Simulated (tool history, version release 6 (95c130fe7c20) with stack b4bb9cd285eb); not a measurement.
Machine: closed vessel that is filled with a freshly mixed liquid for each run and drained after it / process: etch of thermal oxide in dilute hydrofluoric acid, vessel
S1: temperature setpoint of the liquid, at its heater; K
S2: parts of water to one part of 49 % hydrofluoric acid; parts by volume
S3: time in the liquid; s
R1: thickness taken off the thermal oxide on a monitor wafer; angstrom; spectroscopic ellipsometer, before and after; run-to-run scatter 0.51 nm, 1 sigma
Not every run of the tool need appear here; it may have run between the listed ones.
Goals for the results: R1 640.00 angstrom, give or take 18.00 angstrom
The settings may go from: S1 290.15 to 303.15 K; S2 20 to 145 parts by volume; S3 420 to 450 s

run 1 hour=0.0 | S1=295.15 S2=80 S3=420 | R1=234.32
run 2 hour=7.9 | S1=292.65 S2=80 S3=420 | R1=214.55
run 3 hour=16.2 | S1=292.65 S2=80 S3=420 | R1=212.99
run 4 hour=21.8 | S1=294.65 S2=70 S3=420 | R1=269.22
run 5 hour=25.8 | S1=294.65 S2=90 S3=420 | R1=203.55
run 6 hour=28.4 | S1=296.15 S2=90 S3=420 | R1=216.65
run 7 hour=36.3 | S1=300.15 S2=60 S3=425 | R1=402.36
run 8 hour=38.3 | S1=300.65 S2=55 S3=425 | R1=453.27
run 9 hour=45.8 | S1=301.15 S2=50 S3=425 | R1=502.64
run 10 hour=46.7 | S1=301.65 S2=50 S3=425 | R1=510.38
run 11 hour=51.7 | S1=302.15 S2=50 S3=425 | R1=515.08
run 12 hour=57.6 | S1=302.65 S2=45 S3=425 | R1=600.74
run 13 hour=61.8 | S1=303.15 S2=45 S3=425 | R1=610.17
run 14 hour=66.9 | S1=303.15 S2=40 S3=425 | R1=692.54

Which single option among these 4 for the next run brings every result within its allowed miss of target? Just one does.
run A hour=72.0 | S1=302.15 S2=35 S3=435 | R1=?
run B hour=72.0 | S1=303.15 S2=45 S3=450 | R1=?
run C hour=72.0 | S1=303.15 S2=40 S3=450 | R1=?
run D hour=72.0 | S1=302.65 S2=35 S3=435 | R1=?

move=A R1=776.70
move=B R1=640.35
move=C R1=726.02
move=D R1=792.41
A: the biggest miss grows against the last run
B: each result inside its tolerance
C: the biggest miss grows against the last run
D: the biggest miss grows against the last run
Answer: B
